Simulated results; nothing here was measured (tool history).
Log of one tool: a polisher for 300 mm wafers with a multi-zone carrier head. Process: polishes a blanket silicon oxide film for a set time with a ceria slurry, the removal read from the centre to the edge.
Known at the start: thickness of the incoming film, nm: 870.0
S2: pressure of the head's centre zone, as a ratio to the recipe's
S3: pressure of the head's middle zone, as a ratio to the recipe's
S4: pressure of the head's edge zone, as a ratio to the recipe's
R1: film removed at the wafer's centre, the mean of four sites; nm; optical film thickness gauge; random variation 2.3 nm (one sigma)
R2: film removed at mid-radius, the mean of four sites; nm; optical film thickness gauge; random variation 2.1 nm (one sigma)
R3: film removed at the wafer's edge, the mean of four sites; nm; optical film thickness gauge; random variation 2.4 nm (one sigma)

{"run": 1, "hour": 0.0, "flow of slurry (ml/min)": 255, "S2": 1, "S3": 1, "S4": 1, "polishing time (s)": 30, "R1": 181.02, "R2": 185.36, "R3": 184.55}
{"run": 2, "hour": 1.6, "flow of slurry (ml/min)": 255, "S2": 1, "S3": 1.06, "S4": 1, "polishing time (s)": 30, "R1": 181.34, "R2": 195.25, "R3": 186.7}
{"run": 3, "hour": 10.3, "flow of slurry (ml/min)": 275, "S2": 1.05, "S3": 1.01, "S4": 0.99, "polishing time (s)": 31, "R1": 196.46, "R2": 195.1, "R3": 194.63}
{"run": 4, "hour": 14.8, "flow of slurry (ml/min)": 275, "S2": 1.05, "S3": 1.01, "S4": 1.06, "polishing time (s)": 31, "R1": 195.8, "R2": 192.26, "R3": 197.06}
{"run": 5, "hour": 21.5, "flow of slurry (ml/min)": 275, "S2": 1.1, "S3": 1.01, "S4": 1.06, "polishing time (s)": 31, "R1": 200.25, "R2": 196.87, "R3": 202.68}
{"run": 6, "hour": 26.8, "flow of slurry (ml/min)": 275, "S2": 1.1, "S3": 1.09, "S4": 1.06, "polishing time (s)": 31, "R1": 204.41, "R2": 206.9, "R3": 204.55}
{"hour": 35.4, "done": "centre zone pressure recalibrated"}
{"run": 7, "hour": 35.4, "flow of slurry (ml/min)": 310, "S2": 1.13, "S3": 1.01, "S4": 0.99, "polishing time (s)": 32, "R1": 236.6, "R2": 198.12, "R3": 204.05}

The next listed run, before its measurement:
{"run": 8, "hour": 42.3, "flow of slurry (ml/min)": 330, "S2": 1.14, "S3": 1.01, "S4": 1, "polishing time (s)": 32, "R1": "?", "R2": "?", "R3": "?"}

R1: 235.4 nm
R2: 203.58 nm
R3: 205.37 nm

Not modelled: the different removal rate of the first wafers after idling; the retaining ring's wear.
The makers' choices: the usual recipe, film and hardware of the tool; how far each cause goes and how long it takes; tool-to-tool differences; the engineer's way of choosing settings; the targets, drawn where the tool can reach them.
